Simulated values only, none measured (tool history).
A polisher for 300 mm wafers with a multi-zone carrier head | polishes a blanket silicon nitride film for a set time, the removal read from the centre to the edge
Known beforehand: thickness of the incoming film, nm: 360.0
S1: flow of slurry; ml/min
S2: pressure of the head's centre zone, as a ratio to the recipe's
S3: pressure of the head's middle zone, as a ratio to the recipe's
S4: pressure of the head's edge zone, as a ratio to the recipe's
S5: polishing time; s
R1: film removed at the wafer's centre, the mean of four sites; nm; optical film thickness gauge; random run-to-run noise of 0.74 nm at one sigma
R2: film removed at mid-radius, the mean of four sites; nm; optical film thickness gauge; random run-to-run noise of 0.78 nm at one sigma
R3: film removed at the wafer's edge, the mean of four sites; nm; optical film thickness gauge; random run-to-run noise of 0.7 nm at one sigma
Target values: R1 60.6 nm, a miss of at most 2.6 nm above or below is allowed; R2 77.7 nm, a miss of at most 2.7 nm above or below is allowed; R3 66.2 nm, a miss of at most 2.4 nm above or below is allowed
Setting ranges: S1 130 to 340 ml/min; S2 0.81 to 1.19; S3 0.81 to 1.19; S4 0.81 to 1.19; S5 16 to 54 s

{"run": 1, "hour": 0.0, "S1": 220, "S2": 1, "S3": 1, "S4": 1, "S5": 35, "R1": 59.062, "R2": 61.094, "R3": 60.889}
{"run": 2, "hour": 2.2, "S1": 225, "S2": 1, "S3": 1.02, "S4": 1.01, "S5": 35, "R1": 60.065, "R2": 60.908, "R3": 61.712}
{"run": 3, "hour": 3.7, "S1": 225, "S2": 0.95, "S3": 1.02, "S4": 1.01, "S5": 35, "R1": 57.638, "R2": 62.595, "R3": 61.24}
{"run": 4, "hour": 8.5, "S1": 205, "S2": 0.95, "S3": 1.02, "S4": 1.01, "S5": 35, "R1": 55.94, "R2": 60.911, "R3": 59.62}
{"run": 5, "hour": 13.5, "S1": 215, "S2": 0.94, "S3": 1.04, "S4": 1.01, "S5": 35, "R1": 56.275, "R2": 62.647, "R3": 60.452}
{"run": 6, "hour": 19.0, "S1": 225, "S2": 0.93, "S3": 1.06, "S4": 1.01, "S5": 35, "R1": 55.784, "R2": 63.128, "R3": 61.018}
{"run": 7, "hour": 27.1, "S1": 225, "S2": 0.93, "S3": 1.06, "S4": 1.01, "S5": 35, "R1": 56.441, "R2": 64.148, "R3": 61.313}
{"run": 8, "hour": 27.7, "S1": 270, "S2": 0.93, "S3": 1.16, "S4": 1.04, "S5": 37, "R1": 61.025, "R2": 74.033, "R3": 66.651}
{"run": 9, "hour": 34.3, "S1": 270, "S2": 0.93, "S3": 1.16, "S4": 1.03, "S5": 37, "R1": 58.688, "R2": 75.152, "R3": 65.426}

Of the 4 settings listed for the next run, only one would bring every result within its allowed miss of target. Which one?
{"run": "A", "hour": 40.9, "S1": 275, "S2": 0.81, "S3": 1.19, "S4": 0.97, "S5": 39, "R1": "?", "R2": "?", "R3": "?"}
{"run": "B", "hour": 40.9, "S1": 305, "S2": 0.91, "S3": 1.19, "S4": 0.99, "S5": 37, "R1": "?", "R2": "?", "R3": "?"}
{"run": "C", "hour": 40.9, "S1": 245, "S2": 0.89, "S3": 1.11, "S4": 1.05, "S5": 38, "R1": "?", "R2": "?", "R3": "?"}
{"run": "D", "hour": 40.9, "S1": 310, "S2": 0.9, "S3": 1.09, "S4": 1.02, "S5": 36, "R1": "?", "R2": "?", "R3": "?"}

move=A R1=55.708 R2=80.029 R3=68.531
move=B R1=60.158 R2=76.715 R3=66.178
move=C R1=58.758 R2=72.788 R3=68.65
move=D R1=57.949 R2=69.8 R3=65.453
A: brings the result that was furthest off to its target, and leaves another outside
B: hits every target within its allowed miss
C: misses by more than the last run did
D: misses by more than the last run did
Move B is the one to make.
